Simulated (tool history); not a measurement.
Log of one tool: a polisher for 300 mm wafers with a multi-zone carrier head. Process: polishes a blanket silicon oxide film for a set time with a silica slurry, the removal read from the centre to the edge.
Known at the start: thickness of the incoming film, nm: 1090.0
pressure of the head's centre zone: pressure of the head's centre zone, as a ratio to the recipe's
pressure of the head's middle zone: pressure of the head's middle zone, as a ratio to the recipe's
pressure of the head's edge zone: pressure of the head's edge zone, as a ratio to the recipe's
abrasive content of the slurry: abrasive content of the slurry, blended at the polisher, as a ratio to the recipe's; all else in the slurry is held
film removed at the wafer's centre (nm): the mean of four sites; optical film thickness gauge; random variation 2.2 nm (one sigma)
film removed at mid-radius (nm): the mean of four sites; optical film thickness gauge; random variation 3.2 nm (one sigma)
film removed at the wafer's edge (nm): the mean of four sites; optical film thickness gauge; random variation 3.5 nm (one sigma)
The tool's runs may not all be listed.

run  hour  flow of slurry (ml/min)  pressure of the head's centre zone  pressure of the head's middle zone  pressure of the head's edge zone  abrasive content of the slurry  polishing time (s)  film removed at the wafer's centre (nm)  film removed at mid-radius (nm)  film removed at the wafer's edge (nm)
  1     0                      180                                   1                                   1                                 1                               1                  62                                    299.7                           310.19                                 316.38
  2     4                      175                                1.01                                0.97                              0.98                             0.9                  62                                   277.83                           276.21                                 282.74
  3   5.5                      145                                1.01                                0.97                              0.98                             0.9                  62                                   268.16                           273.97                                 288.76
  4  12.6                      150                                1.02                                0.94                              0.96                             0.9                  62                                    275.3                           263.33                                 278.85
  5  14.6                      150                                1.02                                0.99                              0.96                             0.9                  62                                    271.6                           281.59                                 276.76
  6  20.2                      190                                1.02                                0.99                              0.96                             0.9                  62                                   289.25                           294.65                                 285.98
  7  23.1                      190                                1.02                                0.99                              0.96                             0.9                  62                                   289.49                           286.95                                  287.3
  8  31.3                      180                                1.02                                0.96                              0.94                             0.9                  62                                   284.89                           281.66                                 276.13
  9  39.4                      170                                1.02                                0.93                              0.94                             0.9                  62                                   282.24                           279.17                                 280.45

The next listed run, before its measurement:
 10  47.7                      165                                1.03                                0.92                              0.94                            0.85                  62                                        ?                                ?                                      ?

Run 10 gave film removed at the wafer's centre (nm) 273.42, film removed at mid-radius (nm) 265.08, film removed at the wafer's edge (nm) 273.57.
